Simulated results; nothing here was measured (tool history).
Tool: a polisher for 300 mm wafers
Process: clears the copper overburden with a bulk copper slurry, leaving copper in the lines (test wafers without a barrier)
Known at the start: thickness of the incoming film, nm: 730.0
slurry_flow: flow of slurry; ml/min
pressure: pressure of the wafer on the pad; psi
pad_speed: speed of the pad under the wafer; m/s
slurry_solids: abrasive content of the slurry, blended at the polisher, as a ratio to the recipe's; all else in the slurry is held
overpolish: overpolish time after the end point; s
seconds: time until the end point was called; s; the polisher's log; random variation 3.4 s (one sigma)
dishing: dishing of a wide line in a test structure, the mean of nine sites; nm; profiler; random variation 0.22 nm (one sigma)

Run 1, hour 0.0: slurry_flow 215 ml/min, pressure 2.3 psi, pad_speed 1.14 m/s, slurry_solids 1.00, overpolish 15 s. Result: seconds 87.998 s, dishing 64.287 nm.
Run 2, hour 1.0: slurry_flow 210 ml/min, pressure 1.9 psi, pad_speed 1.00 m/s, slurry_solids 1.00, overpolish 12 s. Result: seconds 121.870 s, dishing 43.019 nm.
Run 3, hour 7.5: slurry_flow 210 ml/min, pressure 1.9 psi, pad_speed 1.00 m/s, slurry_solids 1.00, overpolish 10 s. Result: seconds 119.440 s, dishing 37.625 nm.
Run 4, hour 10.7: slurry_flow 205 ml/min, pressure 1.6 psi, pad_speed 0.94 m/s, slurry_solids 1.05, overpolish 8 s. Result: seconds 141.300 s, dishing 26.269 nm.
Run 5, hour 13.9: slurry_flow 205 ml/min, pressure 1.4 psi, pad_speed 0.94 m/s, slurry_solids 1.05, overpolish 8 s. Result: seconds 168.570 s, dishing 23.078 nm.
Run 6, hour 17.5: slurry_flow 205 ml/min, pressure 1.4 psi, pad_speed 0.76 m/s, slurry_solids 1.05, overpolish 8 s. Result: seconds 198.840 s, dishing 20.317 nm.
Run 7, hour 21.8: slurry_flow 195 ml/min, pressure 1.3 psi, pad_speed 0.80 m/s, slurry_solids 1.20, overpolish 7 s. Result: seconds 200.260 s, dishing 17.807 nm.

Run 8 comes next. What will it give?
Run 8, hour 26.9: slurry_flow 180 ml/min, pressure 1.3 psi, pad_speed 0.84 m/s, slurry_solids 1.30, overpolish 6 s. Result: seconds ?, dishing ?.

Run 8 gave seconds 190.410 s, dishing 15.965 nm.
